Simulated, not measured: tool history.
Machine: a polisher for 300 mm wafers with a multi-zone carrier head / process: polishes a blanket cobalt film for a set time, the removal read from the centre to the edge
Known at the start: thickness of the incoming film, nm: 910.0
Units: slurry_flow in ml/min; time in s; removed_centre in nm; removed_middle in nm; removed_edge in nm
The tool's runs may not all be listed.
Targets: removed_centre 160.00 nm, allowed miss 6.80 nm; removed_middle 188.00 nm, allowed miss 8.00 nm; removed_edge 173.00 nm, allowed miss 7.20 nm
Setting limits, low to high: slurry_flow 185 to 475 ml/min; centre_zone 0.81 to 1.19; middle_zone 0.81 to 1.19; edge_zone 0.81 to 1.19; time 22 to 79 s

run  hour  slurry_flow  centre_zone  middle_zone  edge_zone  time  removed_centre  removed_middle  removed_edge
  1   0.0          305         1.00         1.00       1.00    50          249.20          262.72        256.95
  2   5.8          305         0.92         1.00       1.00    50          231.32          258.22        257.58
  3  10.4          305         1.00         1.00       1.00    50          249.06          257.17        254.62
  4  11.2          350         1.00         1.00       1.00    50          255.11          259.65        257.59
  5  16.5          350         0.91         1.00       1.00    50          232.84          263.43        253.78
  6  24.1          350         0.91         1.00       0.96    50          229.12          264.28        253.61
  7  30.5          355         0.91         1.01       0.95    46          207.90          247.41        227.52
  8  35.6          350         0.88         0.92       0.87    33          148.06          159.28        158.19
  9  36.5          350         0.89         0.94       0.89    33          147.87          163.39        161.28
 10  41.4          355         0.90         0.96       0.90    33          153.23          168.12        163.22
 11  49.2          355         0.90         0.98       0.91    33          150.84          171.18        163.15
 12  54.4          355         0.91         0.99       0.92    33          153.40          172.56        161.10

Next run, 5 choices. One meets every target within its allowed miss, the rest don't. Which?
  A  59.6          300         0.85         0.91       0.95    36               ?               ?             ?
  B  59.6          355         0.89         1.01       0.89    35               ?               ?             ?
  C  59.6          390         0.95         0.99       0.94    30               ?               ?             ?
  D  59.6          355         0.99         1.05       0.99    29               ?               ?             ?
  E  59.6          435         0.95         1.19       0.87    31               ?               ?             ?

move  removed_centre  removed_middle  removed_edge
   A          153.29          175.30        179.06
   B          159.06          189.05        170.81
   C          146.85          160.52        151.10
   D          146.77          161.77        148.68
   E          153.32          195.72        151.22
A: an improvement on the last run, though not all results are within tolerance
B: every result lands within tolerance
C: further off than the last run
D: further off than the last run
E: brings the last run's worst result on target, with another outside its allowed miss
Answer: B

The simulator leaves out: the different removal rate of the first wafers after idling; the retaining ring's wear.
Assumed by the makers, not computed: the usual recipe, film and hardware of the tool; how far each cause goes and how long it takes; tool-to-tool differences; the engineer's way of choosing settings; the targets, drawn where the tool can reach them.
